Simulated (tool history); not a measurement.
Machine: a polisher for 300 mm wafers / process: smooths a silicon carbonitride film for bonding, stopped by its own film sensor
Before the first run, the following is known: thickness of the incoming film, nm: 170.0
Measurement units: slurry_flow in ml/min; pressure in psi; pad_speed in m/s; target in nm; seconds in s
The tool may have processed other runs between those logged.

run,day,slurry_flow,pressure,pad_speed,slurry_solids,target,seconds
1,0.000,180,2.0,1.16,1.0,137,115.28
2,0.183,180,2.0,1.16,1.0,137,109.34
3,0.433,180,2.0,1.16,1.1,137,105.62
4,0.471,180,1.9,1.14,1.1,137,112.61
5,0.829,180,1.8,1.12,1.1,137,119.11
6,0.992,180,1.7,1.10,1.1,137,129.77
7,1.217,180,1.6,1.10,1.1,137,135.68

The next listed run, before its measurement:
8,1.483,180,1.2,1.06,1.1,137,?

Run 8 produced seconds 185.27 s.
